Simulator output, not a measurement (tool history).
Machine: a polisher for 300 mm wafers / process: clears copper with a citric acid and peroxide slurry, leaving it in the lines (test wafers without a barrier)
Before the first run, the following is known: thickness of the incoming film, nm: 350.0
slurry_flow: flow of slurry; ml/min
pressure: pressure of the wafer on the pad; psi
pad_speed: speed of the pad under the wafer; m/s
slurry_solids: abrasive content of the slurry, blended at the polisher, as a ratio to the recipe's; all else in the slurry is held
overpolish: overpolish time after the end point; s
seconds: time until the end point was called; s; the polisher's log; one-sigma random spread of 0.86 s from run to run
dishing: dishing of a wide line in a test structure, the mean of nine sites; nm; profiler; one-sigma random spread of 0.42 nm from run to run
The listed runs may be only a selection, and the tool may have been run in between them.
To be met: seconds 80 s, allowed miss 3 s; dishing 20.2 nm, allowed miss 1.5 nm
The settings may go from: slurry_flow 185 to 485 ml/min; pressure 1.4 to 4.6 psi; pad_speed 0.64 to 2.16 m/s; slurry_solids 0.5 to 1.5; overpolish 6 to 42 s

run,day,slurry_flow,pressure,pad_speed,slurry_solids,overpolish,seconds,dishing
1,0,310,3,1.4,1,21,88.43,27.967
2,0.338,310,3,1.62,1,21,77.863,30.684
3,0.638,310,3,1.62,1.2,21,74.683,31.204
4,1.004,325,3,1.58,1.15,19,77.012,29.36
5,1.325,365,3,1.58,1.15,19,77.198,29.137
6,1.7,380,3,1.56,1.15,17,77.23,28.34
7,1.858,290,2.8,1.7,1.1,7,77.277,16.963
8,1.954,345,2.7,1.68,1.15,12,79.455,23.545
9,2.312,340,2.7,1.68,1.15,12,80.481,23.808
10,2.538,430,2.5,1.72,1.15,6,83.459,14.506

Which single option among these 5 for the next run brings every result within its allowed miss of target? Just one does.
A,2.762,430,2.3,1.8,1.15,10,?,?
B,2.762,465,3,1.28,1.4,10,?,?
C,2.762,435,2.5,1.82,1,9,?,?
D,2.762,410,2.5,1.7,1.15,7,?,?
E,2.762,475,2.3,1.8,1.05,10,?,?

move,seconds,dishing
A,86.225,20.01
B,89.418,19.774
C,80.382,19.638
D,84.344,16.068
E,86.97,19.905
A: meets the target for the result that was furthest off, but another lies outside its allowed miss
B: meets the target for the result that was furthest off, but another lies outside its allowed miss
C: all results land within tolerance of their targets
D: nearer the targets than the last run, but a result is still out of spec
E: meets the target for the result that was furthest off, but another lies outside its allowed miss
The move that meets every target is C.

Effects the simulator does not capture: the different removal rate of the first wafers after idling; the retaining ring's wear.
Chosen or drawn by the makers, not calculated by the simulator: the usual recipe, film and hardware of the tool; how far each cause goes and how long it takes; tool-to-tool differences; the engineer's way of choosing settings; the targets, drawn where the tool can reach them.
